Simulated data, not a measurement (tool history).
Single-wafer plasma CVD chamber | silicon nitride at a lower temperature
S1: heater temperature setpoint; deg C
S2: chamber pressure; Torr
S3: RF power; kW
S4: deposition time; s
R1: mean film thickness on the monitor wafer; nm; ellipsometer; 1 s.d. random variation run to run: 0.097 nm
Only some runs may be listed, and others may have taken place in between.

run 1 hour=0 | S1=330 S2=1.19 S3=0.26 S4=43.1 | R1=48.732
run 2 hour=1.2 | S1=330 S2=1.15 S3=0.26 S4=43.1 | R1=48.162
run 3 hour=4.3 | S1=330 S2=1.06 S3=0.26 S4=43.1 | R1=46.608
run 4 hour=10.1 | S1=330 S2=1.04 S3=0.26 S4=43.1 | R1=46.249
run 5 hour=17.6 | S1=330 S2=1.25 S3=0.26 S4=43.1 | R1=49.526
run 6 hour=21.5 | S1=330 S2=1.25 S3=0.26 S4=44.5 | R1=51.297
run 7 hour=24.9 | S1=330 S2=1.19 S3=0.26 S4=44.5 | R1=50.278

The next listed run, before its measurement:
run 8 hour=32.6 | S1=330 S2=1.19 S3=0.26 S4=44.5 | R1=?

R1: 50.492 nm
